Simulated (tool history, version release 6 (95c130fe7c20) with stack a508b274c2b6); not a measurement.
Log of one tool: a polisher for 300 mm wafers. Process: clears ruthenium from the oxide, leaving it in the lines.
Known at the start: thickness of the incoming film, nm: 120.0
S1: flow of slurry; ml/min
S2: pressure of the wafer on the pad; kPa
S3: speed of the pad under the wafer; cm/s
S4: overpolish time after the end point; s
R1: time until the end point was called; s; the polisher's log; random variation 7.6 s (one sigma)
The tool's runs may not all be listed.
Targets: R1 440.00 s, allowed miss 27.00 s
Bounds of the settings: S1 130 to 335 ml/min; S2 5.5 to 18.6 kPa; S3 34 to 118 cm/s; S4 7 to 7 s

run 1 hour=0.0 | S1=215 S2=11.7 S3=76 S4=7 | R1=176.68
run 2 hour=6.0 | S1=215 S2=11.7 S3=70 S4=7 | R1=185.97
run 3 hour=9.9 | S1=215 S2=11.0 S3=66 S4=7 | R1=205.17
run 4 hour=12.2 | S1=215 S2=10.3 S3=62 S4=7 | R1=232.71
run 5 hour=19.4 | S1=245 S2=10.3 S3=62 S4=7 | R1=230.15
run 6 hour=26.6 | S1=245 S2=9.7 S3=60 S4=7 | R1=253.20
run 7 hour=34.8 | S1=245 S2=9.0 S3=58 S4=7 | R1=271.64
run 8 hour=43.5 | S1=245 S2=8.3 S3=56 S4=7 | R1=306.48
run 9 hour=48.4 | S1=245 S2=6.9 S3=52 S4=7 | R1=381.98

Which of these 4 next moves meets every target?
run A hour=53.3 | S1=240 S2=6.2 S3=50 S4=7 | R1=?
run B hour=53.3 | S1=280 S2=6.2 S3=36 S4=7 | R1=?
run C hour=53.3 | S1=130 S2=9.0 S3=50 S4=7 | R1=?
run D hour=53.3 | S1=220 S2=6.9 S3=62 S4=7 | R1=?

move=A R1=446.76
move=B R1=549.16
move=C R1=354.89
move=D R1=348.88
A: meets every target
B: takes the result that was furthest off past its target
C: further off than the last run
D: further off than the last run
Move A is the one to make.

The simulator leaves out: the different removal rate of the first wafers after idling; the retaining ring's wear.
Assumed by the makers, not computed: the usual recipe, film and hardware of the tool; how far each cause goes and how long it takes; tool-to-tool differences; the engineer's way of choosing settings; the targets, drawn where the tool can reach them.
